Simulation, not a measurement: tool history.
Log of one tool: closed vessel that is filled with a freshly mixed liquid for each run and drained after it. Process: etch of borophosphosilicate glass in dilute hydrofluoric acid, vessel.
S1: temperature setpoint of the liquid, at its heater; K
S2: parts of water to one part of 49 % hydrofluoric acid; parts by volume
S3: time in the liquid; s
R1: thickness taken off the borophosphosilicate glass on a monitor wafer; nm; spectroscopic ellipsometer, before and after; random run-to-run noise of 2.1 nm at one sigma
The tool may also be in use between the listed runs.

{"run": 1, "hour": 0.0, "S1": 294.15, "S2": 50, "S3": 85, "R1": 77.001}
{"run": 2, "hour": 1.2, "S1": 295.15, "S2": 45, "S3": 85, "R1": 89.613}
{"run": 3, "hour": 2.5, "S1": 297.65, "S2": 45, "S3": 85, "R1": 99.368}
{"run": 4, "hour": 7.2, "S1": 298.15, "S2": 40, "S3": 85, "R1": 112.9}
{"run": 5, "hour": 15.8, "S1": 298.65, "S2": 35, "S3": 85, "R1": 133.57}
{"run": 6, "hour": 16.8, "S1": 298.65, "S2": 35, "S3": 95, "R1": 148.17}
{"run": 7, "hour": 25.6, "S1": 299.15, "S2": 35, "S3": 95, "R1": 152.7}
{"run": 8, "hour": 28.8, "S1": 299.65, "S2": 35, "S3": 95, "R1": 155.54}
{"run": 9, "hour": 34.9, "S1": 302.15, "S2": 20, "S3": 95, "R1": 307.52}

Run 10 is up next; what results do you expect?
{"run": 10, "hour": 36.9, "S1": 298.15, "S2": 20, "S3": 95, "R1": "?"}

Run 10 came out at R1 258.07 nm.

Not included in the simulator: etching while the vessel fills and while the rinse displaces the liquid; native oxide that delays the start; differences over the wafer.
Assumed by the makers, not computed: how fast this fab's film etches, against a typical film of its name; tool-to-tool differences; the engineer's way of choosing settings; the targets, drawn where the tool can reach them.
